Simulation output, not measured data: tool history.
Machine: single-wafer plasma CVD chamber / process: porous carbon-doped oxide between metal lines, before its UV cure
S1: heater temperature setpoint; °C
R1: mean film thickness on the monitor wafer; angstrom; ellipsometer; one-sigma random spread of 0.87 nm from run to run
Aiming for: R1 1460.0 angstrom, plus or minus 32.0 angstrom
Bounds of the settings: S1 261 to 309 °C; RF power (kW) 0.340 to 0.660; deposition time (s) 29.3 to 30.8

{"run": 1, "hour": 0.0, "S1": 285, "RF power (kW)": 0.5, "deposition time (s)": 30.8, "R1": 1834.1}
{"run": 2, "hour": 1.2, "S1": 289, "RF power (kW)": 0.485, "deposition time (s)": 30.7, "R1": 1741.0}
{"run": 3, "hour": 9.5, "S1": 289, "RF power (kW)": 0.485, "deposition time (s)": 30.8, "R1": 1746.2}
{"run": 4, "hour": 15.2, "S1": 289, "RF power (kW)": 0.44, "deposition time (s)": 30.8, "R1": 1573.2}
{"run": 5, "hour": 23.0, "S1": 291, "RF power (kW)": 0.44, "deposition time (s)": 30.8, "R1": 1586.0}
{"run": 6, "hour": 24.5, "S1": 283, "RF power (kW)": 0.44, "deposition time (s)": 30.8, "R1": 1641.2}
{"run": 7, "hour": 26.4, "S1": 286, "RF power (kW)": 0.435, "deposition time (s)": 30.8, "R1": 1597.6}
{"run": 8, "hour": 28.6, "S1": 289, "RF power (kW)": 0.43, "deposition time (s)": 30.8, "R1": 1576.5}
{"run": 9, "hour": 34.4, "S1": 291, "RF power (kW)": 0.425, "deposition time (s)": 30.8, "R1": 1517.7}
{"run": 10, "hour": 41.1, "S1": 292, "RF power (kW)": 0.425, "deposition time (s)": 30.8, "R1": 1495.4}
{"run": 11, "hour": 46.7, "S1": 293, "RF power (kW)": 0.425, "deposition time (s)": 30.8, "R1": 1492.6}

Exactly one of the 4 candidate moves below puts every result within its allowed miss. Which one?
{"run": "A", "hour": 52.3, "S1": 291, "RF power (kW)": 0.42, "deposition time (s)": 30.1, "R1": "?"}
{"run": "B", "hour": 52.3, "S1": 287, "RF power (kW)": 0.435, "deposition time (s)": 30.8, "R1": "?"}
{"run": "C", "hour": 52.3, "S1": 287, "RF power (kW)": 0.445, "deposition time (s)": 29.3, "R1": "?"}
{"run": "D", "hour": 52.3, "S1": 289, "RF power (kW)": 0.435, "deposition time (s)": 30.8, "R1": "?"}

move=A R1=1467.0
move=B R1=1596.6
move=C R1=1555.4
move=D R1=1574.4
A: meets every target
B: lands further from the targets than the last run did
C: lands further from the targets than the last run did
D: lands further from the targets than the last run did
The move that meets every target is A.

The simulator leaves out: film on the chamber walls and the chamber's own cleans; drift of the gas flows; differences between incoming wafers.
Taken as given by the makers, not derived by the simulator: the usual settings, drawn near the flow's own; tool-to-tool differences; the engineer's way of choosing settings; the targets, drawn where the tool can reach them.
